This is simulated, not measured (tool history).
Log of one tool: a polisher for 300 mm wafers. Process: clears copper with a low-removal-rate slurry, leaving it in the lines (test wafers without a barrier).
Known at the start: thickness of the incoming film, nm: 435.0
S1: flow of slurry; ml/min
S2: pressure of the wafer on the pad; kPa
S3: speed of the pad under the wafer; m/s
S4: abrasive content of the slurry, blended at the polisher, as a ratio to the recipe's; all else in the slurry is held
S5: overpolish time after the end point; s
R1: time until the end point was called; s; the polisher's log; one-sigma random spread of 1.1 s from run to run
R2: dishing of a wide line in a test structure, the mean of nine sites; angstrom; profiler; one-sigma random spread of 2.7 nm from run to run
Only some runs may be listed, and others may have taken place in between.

| run | hour | S1 | S2 | S3 | S4 | S5 | R1 | R2 |
|---|---|---|---|---|---|---|---|---|
| 1 | 0 | 265 | 22.8 | 1.38 | 1 | 24 | 81.263 | 869.37 |
| 2 | 4.7 | 265 | 16.5 | 1.38 | 1 | 24 | 102.94 | 691.49 |
| 3 | 12.8 | 265 | 20.7 | 1.4 | 1 | 24 | 86.499 | 774.34 |
| 4 | 13.5 | 265 | 23.4 | 1.42 | 1 | 25 | 76.367 | 872.52 |
| 5 | 21.6 | 265 | 23.4 | 1.42 | 1 | 16 | 78.11 | 644.98 |
| 6 | 25.8 | 265 | 25.5 | 1.42 | 1 | 19 | 71.015 | 801.84 |
| 7 | 26.5 | 265 | 26.9 | 1.42 | 1 | 21 | 69.511 | 903.9 |
| 8 | 32.5 | 265 | 28.3 | 1.42 | 1 | 21 | 69.26 | 882.06 |
| 9 | 40.3 | 265 | 29.6 | 1.44 | 1 | 22 | 61.78 | 932.72 |

Run 10 has not been measured yet. What should we expect?
| 10 | 46.7 | 265 | 30.3 | 1.44 | 1 | 24 | ? | ? |

Run 10 yielded R1 61.241 s, R2 1023.2 angstrom.

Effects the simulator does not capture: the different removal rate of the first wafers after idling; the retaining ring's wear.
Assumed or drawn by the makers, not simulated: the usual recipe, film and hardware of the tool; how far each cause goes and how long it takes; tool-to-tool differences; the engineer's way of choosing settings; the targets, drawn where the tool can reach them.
